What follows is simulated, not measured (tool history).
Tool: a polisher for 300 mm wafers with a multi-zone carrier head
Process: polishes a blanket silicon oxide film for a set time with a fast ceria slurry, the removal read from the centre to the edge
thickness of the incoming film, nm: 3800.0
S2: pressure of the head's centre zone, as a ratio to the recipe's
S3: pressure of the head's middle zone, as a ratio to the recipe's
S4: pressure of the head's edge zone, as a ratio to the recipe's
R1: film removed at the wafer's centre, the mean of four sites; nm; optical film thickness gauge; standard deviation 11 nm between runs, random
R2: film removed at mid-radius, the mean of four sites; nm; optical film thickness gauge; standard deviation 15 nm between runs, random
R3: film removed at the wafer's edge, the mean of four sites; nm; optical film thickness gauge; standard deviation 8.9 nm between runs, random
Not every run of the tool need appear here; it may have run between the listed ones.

run 1 hour=0 | flow_of_slurry_(ml/min)=260 S2=1 S3=1 S4=1 polishing_time_(s)=53 | R1=837.87 R2=928.16 R3=929.75
run 2 hour=6 | flow_of_slurry_(ml/min)=225 S2=1 S3=1 S4=1 polishing_time_(s)=53 | R1=834.39 R2=910.01 R3=916.83
run 3 hour=11.2 | flow_of_slurry_(ml/min)=225 S2=1 S3=0.96 S4=1 polishing_time_(s)=53 | R1=821.41 R2=877 R3=928.04
run 4 hour=13 | flow_of_slurry_(ml/min)=235 S2=1.03 S3=0.98 S4=1.01 polishing_time_(s)=56 | R1=912.46 R2=945.37 R3=979.78
run 5 hour=20 | flow_of_slurry_(ml/min)=235 S2=1.03 S3=0.98 S4=1.01 polishing_time_(s)=66 | R1=1059.3 R2=1103.6 R3=1154.1
run 6 hour=25.8 | flow_of_slurry_(ml/min)=235 S2=1.03 S3=1.05 S4=1.01 polishing_time_(s)=66 | R1=1057.4 R2=1187.1 R3=1143.5
run 7 hour=33.1 | flow_of_slurry_(ml/min)=245 S2=1.05 S3=1.06 S4=1.01 polishing_time_(s)=67 | R1=1099.9 R2=1228.4 R3=1163.3
run 8 hour=39.2 | flow_of_slurry_(ml/min)=315 S2=1.15 S3=1.06 S4=1.02 polishing_time_(s)=74 | R1=1382.7 R2=1362 R3=1315.9

Run 9 has not been measured yet. What should we expect?
run 9 hour=46.6 | flow_of_slurry_(ml/min)=315 S2=1.16 S3=1.06 S4=1.02 polishing_time_(s)=74 | R1=? R2=? R3=?

R1: 1386.8 nm
R2: 1355.9 nm
R3: 1329.8 nm
